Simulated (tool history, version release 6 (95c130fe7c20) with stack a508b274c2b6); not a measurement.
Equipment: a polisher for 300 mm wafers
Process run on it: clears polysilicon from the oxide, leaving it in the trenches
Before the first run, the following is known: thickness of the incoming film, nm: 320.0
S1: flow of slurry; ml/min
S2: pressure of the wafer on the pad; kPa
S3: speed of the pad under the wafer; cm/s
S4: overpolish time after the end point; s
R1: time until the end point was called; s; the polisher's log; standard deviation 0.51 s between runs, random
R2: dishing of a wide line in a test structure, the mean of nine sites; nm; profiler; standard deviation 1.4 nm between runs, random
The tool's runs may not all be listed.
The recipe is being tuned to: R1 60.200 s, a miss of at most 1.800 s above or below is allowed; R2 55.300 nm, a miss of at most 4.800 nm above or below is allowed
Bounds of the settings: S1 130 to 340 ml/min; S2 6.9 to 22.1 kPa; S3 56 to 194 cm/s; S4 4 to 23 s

run	hour	S1	S2	S3	S4	R1	R2
1	0.0	220	14.5	124	12	26.983	57.504
2	6.4	220	14.5	124	7	26.829	48.535
3	13.6	220	13.8	120	8	29.279	49.058
4	16.9	220	13.1	116	9	31.602	53.314
5	19.5	220	12.4	112	9	33.944	47.274
6	25.0	220	9.7	112	9	43.944	43.421
7	32.0	220	9.0	110	11	48.054	45.225
8	40.9	220	9.0	110	12	47.619	48.951
9	47.4	220	9.0	110	13	48.180	52.917
10	54.4	215	7.6	108	14	56.524	46.584
11	63.0	220	7.6	108	15	56.901	51.512
12	70.6	220	6.9	108	18	62.959	51.373
13	79.0	225	6.9	108	18	62.292	52.820

Next run, 4 choices. One meets every target within its allowed miss, the rest don't. Which?
A	87.4	210	6.9	110	14	?	?
B	87.4	265	9.0	84	22	?	?
C	87.4	200	6.9	114	14	?	?
D	87.4	170	6.9	106	17	?	?

move	R1	R2
A	61.724	47.458
B	60.652	56.590
C	60.049	48.068
D	66.153	50.169
A: gets the furthest-off result to its target, but another result is out of tolerance
B: every result lands within tolerance
C: gets the furthest-off result to its target, but another result is out of tolerance
D: lands further from the targets than the last run did
Go with B: it meets all targets.
